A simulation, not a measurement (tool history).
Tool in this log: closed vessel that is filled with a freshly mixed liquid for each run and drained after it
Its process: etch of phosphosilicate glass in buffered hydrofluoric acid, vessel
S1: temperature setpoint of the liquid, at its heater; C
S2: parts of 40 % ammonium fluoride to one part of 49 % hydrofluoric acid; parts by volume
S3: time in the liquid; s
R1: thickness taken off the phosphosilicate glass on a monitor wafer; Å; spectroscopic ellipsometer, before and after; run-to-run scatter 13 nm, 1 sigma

Run 1, hour 0: S1 22 C, S2 11.5 parts by volume, S3 90 s. Result: R1 7212.3 Å.
Run 2, hour 5.5: S1 20.5 C, S2 11.5 parts by volume, S3 90 s. Result: R1 6614.5 Å.
Run 3, hour 13.3: S1 20.5 C, S2 11.5 parts by volume, S3 95 s. Result: R1 6960.7 Å.
Run 4, hour 17.1: S1 23.5 C, S2 11 parts by volume, S3 95 s. Result: R1 8639.6 Å.
Run 5, hour 24.2: S1 23.5 C, S2 9.5 parts by volume, S3 95 s. Result: R1 9814.9 Å.
Run 6, hour 30.2: S1 25 C, S2 9.5 parts by volume, S3 95 s. Result: R1 10512 Å.
Run 7, hour 37.4: S1 26.5 C, S2 9.5 parts by volume, S3 95 s. Result: R1 11631 Å.

Estimate the outcome of run 8 from the log above:
Run 8, hour 38.2: S1 27.5 C, S2 9.5 parts by volume, S3 95 s. Result: R1 ?.

R1: 12148 Å
